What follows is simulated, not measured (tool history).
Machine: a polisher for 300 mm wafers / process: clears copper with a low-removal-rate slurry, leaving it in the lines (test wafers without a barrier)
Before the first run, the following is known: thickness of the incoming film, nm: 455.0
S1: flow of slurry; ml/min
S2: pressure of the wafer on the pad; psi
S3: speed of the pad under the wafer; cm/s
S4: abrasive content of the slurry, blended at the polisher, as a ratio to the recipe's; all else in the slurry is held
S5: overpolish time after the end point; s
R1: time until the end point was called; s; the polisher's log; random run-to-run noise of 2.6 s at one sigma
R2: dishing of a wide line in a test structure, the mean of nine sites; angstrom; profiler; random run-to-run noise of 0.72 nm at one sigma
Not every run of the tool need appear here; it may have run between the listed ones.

run 1 hour=0.0 | S1=300 S2=4.0 S3=110 S4=1.0 S5=16 | R1=125.88 R2=373.96
run 2 hour=6.3 | S1=300 S2=4.0 S3=110 S4=1.0 S5=10 | R1=129.70 R2=252.26
run 3 hour=9.9 | S1=300 S2=3.1 S3=110 S4=1.0 S5=10 | R1=162.27 R2=199.68
run 4 hour=10.6 | S1=300 S2=3.0 S3=108 S4=1.0 S5=13 | R1=174.45 R2=242.83
run 5 hour=16.3 | S1=235 S2=3.0 S3=108 S4=1.0 S5=13 | R1=176.52 R2=234.88
run 6 hour=20.1 | S1=235 S2=3.0 S3=124 S4=1.0 S5=13 | R1=153.50 R2=264.54
run 7 hour=23.5 | S1=235 S2=2.9 S3=124 S4=1.0 S5=15 | R1=159.57 R2=283.86

Estimate the outcome of run 8 from the log above:
run 8 hour=31.9 | S1=235 S2=2.4 S3=122 S4=1.0 S5=23 | R1=? R2=?

R1: 193.61 s
R2: 344.52 angstrom
